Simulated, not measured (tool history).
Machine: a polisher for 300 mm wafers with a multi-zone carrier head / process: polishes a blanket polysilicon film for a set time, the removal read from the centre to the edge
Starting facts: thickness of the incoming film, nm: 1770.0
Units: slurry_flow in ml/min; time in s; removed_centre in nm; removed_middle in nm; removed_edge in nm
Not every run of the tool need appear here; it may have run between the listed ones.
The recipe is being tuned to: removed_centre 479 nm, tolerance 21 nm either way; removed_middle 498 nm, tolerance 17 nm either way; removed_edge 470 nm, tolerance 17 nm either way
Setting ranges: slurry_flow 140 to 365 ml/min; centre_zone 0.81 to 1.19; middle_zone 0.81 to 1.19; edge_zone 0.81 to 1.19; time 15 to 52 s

{"run": 1, "day": 0.0, "slurry_flow": 235, "centre_zone": 1, "middle_zone": 1, "edge_zone": 1, "time": 33, "removed_centre": 327.38, "removed_middle": 327.27, "removed_edge": 333.99}
{"run": 2, "day": 0.133, "slurry_flow": 205, "centre_zone": 1, "middle_zone": 1, "edge_zone": 1, "time": 33, "removed_centre": 328.83, "removed_middle": 328.61, "removed_edge": 323.22}
{"run": 3, "day": 0.383, "slurry_flow": 210, "centre_zone": 1.01, "middle_zone": 1.02, "edge_zone": 1.01, "time": 34, "removed_centre": 348.31, "removed_middle": 338.86, "removed_edge": 333.93}
{"run": 4, "day": 0.742, "slurry_flow": 210, "centre_zone": 1.01, "middle_zone": 1.02, "edge_zone": 1.04, "time": 34, "removed_centre": 346.17, "removed_middle": 336.45, "removed_edge": 333.49}
{"run": 5, "day": 1.083, "slurry_flow": 245, "centre_zone": 1.01, "middle_zone": 1.02, "edge_zone": 1.04, "time": 34, "removed_centre": 350.74, "removed_middle": 354.12, "removed_edge": 346.67}
{"run": 6, "day": 1.425, "slurry_flow": 245, "centre_zone": 1.01, "middle_zone": 1.02, "edge_zone": 0.98, "time": 34, "removed_centre": 352.51, "removed_middle": 353.65, "removed_edge": 336.89}
{"run": 7, "day": 1.608, "slurry_flow": 255, "centre_zone": 1.01, "middle_zone": 1.02, "edge_zone": 0.99, "time": 35, "removed_centre": 370.08, "removed_middle": 356.18, "removed_edge": 344.87}
{"run": 8, "day": 1.942, "slurry_flow": 260, "centre_zone": 1, "middle_zone": 1.03, "edge_zone": 1.01, "time": 36, "removed_centre": 377.95, "removed_middle": 374.95, "removed_edge": 361.87}
{"run": 9, "day": 2.15, "slurry_flow": 265, "centre_zone": 0.99, "middle_zone": 1.04, "edge_zone": 1.02, "time": 37, "removed_centre": 387.24, "removed_middle": 392.53, "removed_edge": 375.95}
{"run": 10, "day": 2.292, "slurry_flow": 270, "centre_zone": 0.99, "middle_zone": 1.05, "edge_zone": 1.03, "time": 38, "removed_centre": 395.33, "removed_middle": 400.12, "removed_edge": 395.69}
{"run": 11, "day": 2.321, "slurry_flow": 275, "centre_zone": 0.99, "middle_zone": 1.06, "edge_zone": 1.04, "time": 38, "removed_centre": 392.31, "removed_middle": 402.97, "removed_edge": 394.66}
{"run": 12, "day": 2.6, "slurry_flow": 280, "centre_zone": 0.99, "middle_zone": 1.07, "edge_zone": 1.05, "time": 39, "removed_centre": 400.77, "removed_middle": 419.53, "removed_edge": 400.24}
{"run": 13, "day": 2.696, "slurry_flow": 285, "centre_zone": 0.99, "middle_zone": 1.07, "edge_zone": 1.05, "time": 40, "removed_centre": 415.49, "removed_middle": 435.06, "removed_edge": 416.62}
{"run": 14, "day": 2.929, "slurry_flow": 290, "centre_zone": 0.99, "middle_zone": 1.07, "edge_zone": 1.06, "time": 40, "removed_centre": 421.63, "removed_middle": 428.53, "removed_edge": 414.24}
{"run": 15, "day": 3.258, "slurry_flow": 290, "centre_zone": 0.99, "middle_zone": 1.07, "edge_zone": 1.06, "time": 41, "removed_centre": 430.96, "removed_middle": 445.45, "removed_edge": 434.66}
{"run": 16, "day": 3.392, "slurry_flow": 290, "centre_zone": 0.99, "middle_zone": 1.08, "edge_zone": 1.06, "time": 41, "removed_centre": 432.53, "removed_middle": 450.34, "removed_edge": 427.86}
{"run": 17, "day": 3.638, "slurry_flow": 295, "centre_zone": 0.99, "middle_zone": 1.08, "edge_zone": 1.06, "time": 41, "removed_centre": 423.41, "removed_middle": 445.86, "removed_edge": 432.12}
{"run": 18, "day": 3.712, "slurry_flow": 305, "centre_zone": 1.01, "middle_zone": 1.1, "edge_zone": 1.06, "time": 43, "removed_centre": 450.56, "removed_middle": 481.61, "removed_edge": 453.06}

Next run, 5 choices. One meets every target within its allowed miss, the rest don't. Which?
{"run": "A", "day": 3.788, "slurry_flow": 310, "centre_zone": 0.95, "middle_zone": 1.08, "edge_zone": 1.11, "time": 42, "removed_centre": "?", "removed_middle": "?", "removed_edge": "?"}
{"run": "B", "day": 3.788, "slurry_flow": 225, "centre_zone": 1.15, "middle_zone": 1.19, "edge_zone": 1.07, "time": 42, "removed_centre": "?", "removed_middle": "?", "removed_edge": "?"}
{"run": "C", "day": 3.788, "slurry_flow": 275, "centre_zone": 0.84, "middle_zone": 1.19, "edge_zone": 1.14, "time": 44, "removed_centre": "?", "removed_middle": "?", "removed_edge": "?"}
{"run": "D", "day": 3.788, "slurry_flow": 320, "centre_zone": 1.06, "middle_zone": 1.03, "edge_zone": 1.07, "time": 43, "removed_centre": "?", "removed_middle": "?", "removed_edge": "?"}
{"run": "E", "day": 3.788, "slurry_flow": 280, "centre_zone": 1.01, "middle_zone": 1.09, "edge_zone": 1.04, "time": 45, "removed_centre": "?", "removed_middle": "?", "removed_edge": "?"}

move=A removed_centre=433.22 removed_middle=457.97 removed_edge=447.25
move=B removed_centre=485.73 removed_middle=478.9 removed_edge=426
move=C removed_centre=406.36 removed_middle=515.21 removed_edge=469.75
move=D removed_centre=486.15 removed_middle=451.53 removed_edge=450.87
move=E removed_centre=481.99 removed_middle=489.28 removed_edge=460.04
A: the biggest miss grows against the last run
B: the worst result of the last run now meets its target, but another is out of spec
C: the biggest miss grows against the last run
D: the worst result of the last run now meets its target, but another is out of spec
E: in spec on every target
Answer: E
